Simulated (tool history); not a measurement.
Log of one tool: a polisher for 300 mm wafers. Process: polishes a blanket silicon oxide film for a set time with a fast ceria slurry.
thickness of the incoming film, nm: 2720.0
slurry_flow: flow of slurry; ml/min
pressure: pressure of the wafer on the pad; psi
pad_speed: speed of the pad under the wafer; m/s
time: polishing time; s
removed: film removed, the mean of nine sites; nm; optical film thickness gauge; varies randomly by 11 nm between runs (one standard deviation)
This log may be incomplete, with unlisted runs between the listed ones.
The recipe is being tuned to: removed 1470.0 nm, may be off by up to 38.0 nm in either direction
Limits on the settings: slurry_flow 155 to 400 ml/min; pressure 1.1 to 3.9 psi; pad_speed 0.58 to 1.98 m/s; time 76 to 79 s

| run | day | slurry_flow | pressure | pad_speed | time | removed |
|---|---|---|---|---|---|---|
| 1 | 0.000 | 255 | 2.5 | 1.28 | 76 | 1293.4 |
| 2 | 0.325 | 255 | 2.5 | 1.00 | 76 | 1009.1 |
| 3 | 0.446 | 260 | 2.7 | 1.00 | 76 | 1075.0 |
| 4 | 0.554 | 260 | 2.9 | 1.00 | 76 | 1139.0 |
| 5 | 0.775 | 260 | 3.1 | 1.00 | 76 | 1194.6 |
| 6 | 0.888 | 260 | 3.1 | 1.00 | 79 | 1237.1 |
| 7 | 1.083 | 265 | 3.2 | 1.00 | 79 | 1281.4 |
| 8 | 1.438 | 265 | 3.3 | 1.00 | 79 | 1310.7 |
| 9 | 1.696 | 265 | 3.4 | 1.00 | 79 | 1345.1 |
| 10 | 2.033 | 265 | 3.5 | 1.00 | 79 | 1391.8 |
| 11 | 2.242 | 265 | 3.6 | 1.00 | 79 | 1426.7 |

Next run, 4 choices. One meets every target within its allowed miss, the rest don't. Which?
| A | 2.450 | 305 | 3.9 | 0.96 | 79 | ? |
| B | 2.450 | 285 | 3.2 | 1.08 | 79 | ? |
| C | 2.450 | 275 | 3.2 | 1.14 | 76 | ? |
| D | 2.450 | 275 | 3.4 | 1.04 | 79 | ? |

| move | removed |
|---|---|
| A | 1474.8 |
| B | 1389.1 |
| C | 1402.7 |
| D | 1403.6 |
A: every result within its allowed miss
B: further off than the last run
C: further off than the last run
D: further off than the last run
Correct choice: A, which meets every target
